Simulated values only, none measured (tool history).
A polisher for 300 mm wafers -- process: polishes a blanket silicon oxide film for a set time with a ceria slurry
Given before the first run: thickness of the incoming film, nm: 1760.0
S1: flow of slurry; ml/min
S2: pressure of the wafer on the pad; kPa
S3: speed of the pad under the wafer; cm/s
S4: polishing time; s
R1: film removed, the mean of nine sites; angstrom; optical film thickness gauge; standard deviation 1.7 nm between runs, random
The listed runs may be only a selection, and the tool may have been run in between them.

| run | day | S1 | S2 | S3 | S4 | R1 |
|---|---|---|---|---|---|---|
| 1 | 0 | 135 | 24.1 | 136 | 42 | 3394.9 |
| 2 | 0.092 | 125 | 21.4 | 136 | 42 | 3156.5 |
| 3 | 0.125 | 125 | 17.9 | 134 | 42 | 2763.7 |
| 4 | 0.35 | 125 | 17.9 | 134 | 42 | 2783.9 |
| 5 | 0.546 | 125 | 17.9 | 118 | 42 | 2579.4 |
| 6 | 0.821 | 125 | 17.9 | 118 | 42 | 2593.2 |

What will run 7 give?
| 7 | 0.879 | 125 | 16.5 | 118 | 42 | ? |

{"run 7": {"R1": 2483.2}}
